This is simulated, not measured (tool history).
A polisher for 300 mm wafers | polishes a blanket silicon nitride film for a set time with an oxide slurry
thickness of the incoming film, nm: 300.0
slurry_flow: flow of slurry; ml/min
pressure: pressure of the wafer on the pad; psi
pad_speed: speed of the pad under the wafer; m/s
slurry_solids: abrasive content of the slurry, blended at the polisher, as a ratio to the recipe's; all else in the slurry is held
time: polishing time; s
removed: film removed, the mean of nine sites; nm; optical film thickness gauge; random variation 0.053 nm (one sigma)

run	hour	slurry_flow	pressure	pad_speed	slurry_solids	time	removed
1	0.0	250	2.7	1.10	1.0	30	14.9560
2	5.0	250	2.7	1.10	1.0	27	13.3740
3	5.8	250	2.7	1.10	0.9	27	12.4110
4	8.5	295	2.7	1.10	0.9	27	12.7900
5	12.3	295	2.7	1.10	0.9	30	14.0710
6	21.0	295	2.7	1.10	0.8	30	12.7610
7	24.0	285	2.5	1.08	0.8	30	11.7090
8	30.8	285	2.5	1.08	0.8	30	11.7560
9	38.9	280	2.3	1.06	0.8	30	10.5990

Forecast run 10:
10	42.8	275	2.1	1.06	0.8	30	?

removed: 9.6705 nm
